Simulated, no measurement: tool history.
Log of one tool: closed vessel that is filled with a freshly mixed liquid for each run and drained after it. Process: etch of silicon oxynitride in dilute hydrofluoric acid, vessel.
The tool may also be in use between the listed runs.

run,hour,temperature setpoint of the liquid (K),parts of water to one part of 49 % hydrofluoric acid (parts by volume),time in the liquid (s),thickness taken off the silicon oxynitride on a monitor wafer (Å)
1,0,296.15,290,340,20.5
2,6.6,296.15,290,250,15.054
3,14.3,292.65,290,250,12.861
4,21,294.65,290,250,13.98
5,24.3,294.65,390,250,9.8819
6,26.1,297.15,300,275,16.617
7,34.8,299.15,235,290,25.414
8,38.6,300.65,190,305,36.376
9,46.4,301.65,160,305,46.693
10,53.4,302.15,140,305,55.795

Forecast run 11:
11,61.3,302.15,140,305,?

Run 11 gave thickness taken off the silicon oxynitride on a monitor wafer (Å) 55.493.
